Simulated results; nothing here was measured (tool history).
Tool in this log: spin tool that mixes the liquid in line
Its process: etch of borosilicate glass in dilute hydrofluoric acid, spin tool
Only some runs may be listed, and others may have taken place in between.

run,day,temperature setpoint of the liquid (K),parts of water to one part of 49 % hydrofluoric acid (parts by volume),time under the liquid (s),thickness taken off the borosilicate glass on a monitor wafer (nm)
1,0.000,293.15,70,50,24.655
2,0.171,294.15,70,50,25.247
3,0.433,294.15,90,50,18.969
4,0.592,295.15,85,50,21.241
5,0.962,295.15,85,50,21.093
6,1.029,296.15,80,50,23.497
7,1.321,296.65,75,50,26.302
8,1.642,297.15,70,50,28.532

Run 9 comes next. What will it give?
9,1.683,297.65,70,50,?

thickness taken off the borosilicate glass on a monitor wafer (nm): 28.649
